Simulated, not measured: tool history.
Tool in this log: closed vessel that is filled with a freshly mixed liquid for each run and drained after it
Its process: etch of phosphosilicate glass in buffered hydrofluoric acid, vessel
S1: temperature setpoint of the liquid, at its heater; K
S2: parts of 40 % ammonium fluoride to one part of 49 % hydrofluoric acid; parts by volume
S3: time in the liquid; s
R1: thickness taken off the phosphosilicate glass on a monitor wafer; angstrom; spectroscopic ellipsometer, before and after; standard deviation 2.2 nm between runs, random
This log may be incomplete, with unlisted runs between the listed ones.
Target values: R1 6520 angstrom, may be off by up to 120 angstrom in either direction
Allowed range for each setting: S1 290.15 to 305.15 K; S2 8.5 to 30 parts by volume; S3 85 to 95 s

| run | hour | S1 | S2 | S3 | R1 |
|---|---|---|---|---|---|
| 1 | 0 | 298.15 | 23 | 85 | 3551.9 |
| 2 | 3.8 | 298.15 | 23 | 85 | 3559.1 |
| 3 | 6 | 299.15 | 22 | 85 | 3859.7 |
| 4 | 8.7 | 297.15 | 22 | 85 | 3448.7 |
| 5 | 16.7 | 297.15 | 22 | 85 | 3471.8 |
| 6 | 20.2 | 297.15 | 22 | 95 | 3871.5 |
| 7 | 25.7 | 298.15 | 22 | 95 | 4091.8 |
| 8 | 30.5 | 299.15 | 21.5 | 95 | 4370.9 |
| 9 | 32.9 | 300.15 | 21 | 95 | 4687.9 |
| 10 | 33.9 | 300.15 | 21 | 95 | 4721.9 |
| 11 | 41.2 | 301.15 | 20.5 | 95 | 5014.8 |
| 12 | 42.5 | 305.15 | 18 | 95 | 7026.3 |
| 13 | 49.2 | 304.15 | 18 | 95 | 6669.8 |

Below are 4 possible settings for the next run. Only one of them brings all results inside the allowed miss of their targets. Which is it?
| A | 55.9 | 304.65 | 17 | 85 | ? |
| B | 55.9 | 304.15 | 18 | 90 | ? |
| C | 55.9 | 302.15 | 15 | 90 | ? |
| D | 55.9 | 303.15 | 16.5 | 95 | ? |

| move | R1 |
|---|---|
| A | 6472 |
| B | 6311.8 |
| C | 6794.2 |
| D | 6885.3 |
A: each result inside its tolerance
B: the result that was furthest off in the last run now lies on the other side of its target
C: the biggest miss grows against the last run
D: the biggest miss grows against the last run
The right move is A.
